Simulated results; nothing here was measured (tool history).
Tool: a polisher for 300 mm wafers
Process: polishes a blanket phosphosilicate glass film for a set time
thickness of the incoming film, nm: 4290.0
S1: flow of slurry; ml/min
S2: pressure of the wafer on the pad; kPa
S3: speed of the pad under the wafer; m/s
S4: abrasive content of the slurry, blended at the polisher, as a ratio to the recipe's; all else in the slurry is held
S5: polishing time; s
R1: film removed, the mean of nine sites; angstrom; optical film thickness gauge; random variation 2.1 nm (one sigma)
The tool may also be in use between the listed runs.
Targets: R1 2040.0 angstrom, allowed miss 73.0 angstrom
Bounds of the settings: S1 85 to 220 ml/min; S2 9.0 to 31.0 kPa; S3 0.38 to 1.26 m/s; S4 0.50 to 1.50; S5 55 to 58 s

| run | hour | S1 | S2 | S3 | S4 | S5 | R1 |
|---|---|---|---|---|---|---|---|
| 1 | 0.0 | 140 | 20.0 | 0.82 | 1.00 | 55 | 3221.4 |
| 2 | 4.3 | 140 | 18.6 | 0.82 | 1.00 | 55 | 2947.9 |
| 3 | 8.2 | 140 | 17.9 | 0.82 | 1.00 | 55 | 2820.3 |
| 4 | 9.3 | 140 | 15.2 | 0.82 | 1.00 | 55 | 2455.1 |
| 5 | 17.2 | 140 | 15.2 | 0.82 | 1.00 | 58 | 2550.1 |
| 6 | 21.2 | 140 | 15.2 | 0.82 | 1.10 | 58 | 2677.1 |
| 7 | 23.5 | 140 | 14.5 | 0.82 | 1.10 | 58 | 2537.7 |
| 8 | 26.8 | 140 | 13.8 | 0.82 | 1.10 | 58 | 2440.0 |
| 9 | 32.3 | 140 | 13.1 | 0.82 | 1.10 | 58 | 2310.2 |
| 10 | 34.0 | 130 | 12.4 | 0.82 | 1.10 | 58 | 2141.1 |

5 next moves are on the table. One of them brings every result within its allowed miss. Which?
| A | 35.7 | 130 | 12.4 | 0.82 | 1.25 | 57 | ? |
| B | 35.7 | 145 | 13.1 | 0.80 | 1.15 | 55 | ? |
| C | 35.7 | 110 | 13.1 | 0.88 | 1.15 | 58 | ? |
| D | 35.7 | 165 | 10.3 | 0.90 | 1.25 | 55 | ? |
| E | 35.7 | 125 | 15.2 | 0.72 | 1.05 | 58 | ? |

| move | R1 |
|---|---|
| A | 2226.5 |
| B | 2200.5 |
| C | 2352.6 |
| D | 2038.1 |
| E | 2299.5 |
A: further off than the last run
B: further off than the last run
C: further off than the last run
D: meets every target
E: further off than the last run
The right move is D.
